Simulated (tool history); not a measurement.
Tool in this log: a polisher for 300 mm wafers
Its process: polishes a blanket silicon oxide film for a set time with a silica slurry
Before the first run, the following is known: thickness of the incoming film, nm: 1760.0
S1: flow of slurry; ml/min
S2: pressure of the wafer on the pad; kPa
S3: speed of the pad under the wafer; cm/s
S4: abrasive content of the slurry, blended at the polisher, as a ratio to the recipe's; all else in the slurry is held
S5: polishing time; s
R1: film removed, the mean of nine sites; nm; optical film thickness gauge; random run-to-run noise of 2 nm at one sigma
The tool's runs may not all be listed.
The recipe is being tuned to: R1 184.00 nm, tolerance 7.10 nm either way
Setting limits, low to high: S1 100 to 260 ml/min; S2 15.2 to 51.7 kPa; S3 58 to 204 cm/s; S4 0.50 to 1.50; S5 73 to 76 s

run 1 hour=0.0 | S1=165 S2=33.1 S3=130 S4=1.00 S5=73 | R1=304.41
run 2 hour=3.2 | S1=165 S2=29.6 S3=130 S4=1.00 S5=73 | R1=274.72
run 3 hour=10.0 | S1=145 S2=29.6 S3=130 S4=1.00 S5=73 | R1=261.29
run 4 hour=16.3 | S1=170 S2=29.6 S3=130 S4=1.00 S5=73 | R1=268.87
run 5 hour=23.4 | S1=170 S2=27.6 S3=130 S4=1.00 S5=73 | R1=254.56
run 6 hour=29.8 | S1=165 S2=25.5 S3=130 S4=1.00 S5=73 | R1=238.06
run 7 hour=31.4 | S1=160 S2=24.1 S3=130 S4=1.00 S5=73 | R1=220.38
run 8 hour=35.8 | S1=125 S2=19.3 S3=130 S4=1.00 S5=73 | R1=170.92
run 9 hour=43.5 | S1=130 S2=19.3 S3=130 S4=1.00 S5=73 | R1=173.13
run 10 hour=44.8 | S1=130 S2=19.3 S3=130 S4=1.00 S5=73 | R1=172.60
run 11 hour=46.8 | S1=135 S2=19.3 S3=130 S4=1.00 S5=73 | R1=169.47
run 12 hour=47.7 | S1=135 S2=22.1 S3=130 S4=1.00 S5=73 | R1=193.94
run 13 hour=49.5 | S1=130 S2=22.1 S3=130 S4=1.00 S5=73 | R1=196.83

Consider the 5 candidate settings below. Which is the only one whose results all fall within their allowed miss of target?
run A hour=51.3 | S1=160 S2=26.2 S3=96 S4=0.95 S5=73 | R1=?
run B hour=51.3 | S1=125 S2=22.1 S3=156 S4=0.80 S5=73 | R1=?
run C hour=51.3 | S1=140 S2=23.4 S3=116 S4=1.30 S5=73 | R1=?
run D hour=51.3 | S1=130 S2=17.9 S3=172 S4=1.05 S5=76 | R1=?
run E hour=51.3 | S1=110 S2=26.9 S3=132 S4=0.80 S5=76 | R1=?

move=A R1=184.86
move=B R1=205.37
move=C R1=211.11
move=D R1=212.62
move=E R1=218.83
A: all results in spec
B: misses by more than the last run did
C: misses by more than the last run did
D: misses by more than the last run did
E: misses by more than the last run did
The move that meets every target is A.
